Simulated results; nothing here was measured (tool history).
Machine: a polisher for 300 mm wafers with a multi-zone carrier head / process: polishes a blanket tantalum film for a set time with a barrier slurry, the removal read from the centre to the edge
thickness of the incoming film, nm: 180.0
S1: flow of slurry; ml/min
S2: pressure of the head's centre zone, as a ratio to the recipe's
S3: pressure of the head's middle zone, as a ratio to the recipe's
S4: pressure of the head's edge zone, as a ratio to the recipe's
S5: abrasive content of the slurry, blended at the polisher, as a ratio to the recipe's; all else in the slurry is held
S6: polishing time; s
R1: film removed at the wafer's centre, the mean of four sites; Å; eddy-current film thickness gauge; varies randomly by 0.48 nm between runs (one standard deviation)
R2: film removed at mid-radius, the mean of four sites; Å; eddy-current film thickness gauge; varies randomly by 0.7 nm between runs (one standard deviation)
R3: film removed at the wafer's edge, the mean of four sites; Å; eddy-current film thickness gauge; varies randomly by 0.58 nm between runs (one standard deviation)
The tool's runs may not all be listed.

run  hour   S1    S2    S3    S4    S5  S6      R1      R2      R3
  1     0  150     1     1     1     1  56  505.44  513.75  531.03
  2   7.4  155  0.96     1  1.06  1.05  56  505.62  525.34  549.95
  3  14.8  140  0.91  0.99   1.1  1.15  57  489.77  541.05  584.12
  4  17.7  170  0.91  0.99   1.1  1.15  57  510.82  568.82  599.91
  5  26.3  170  0.91  0.99   1.1  1.15  49  440.22   483.2  513.66
  6  34.4  170  0.91  0.99  1.16  1.15  49  438.39  486.13  532.31
  7  39.1  175  0.89  0.97  1.17  1.25  50  448.68  482.22  555.73

Run 8 is up next; what results do you expect?
  8  45.2  175  0.89  0.97  1.17  1.25  50   ?   ?   ?

Run 8 came out at R1 454.55 Å, R2 493.87 Å, R3 555.74 Å.
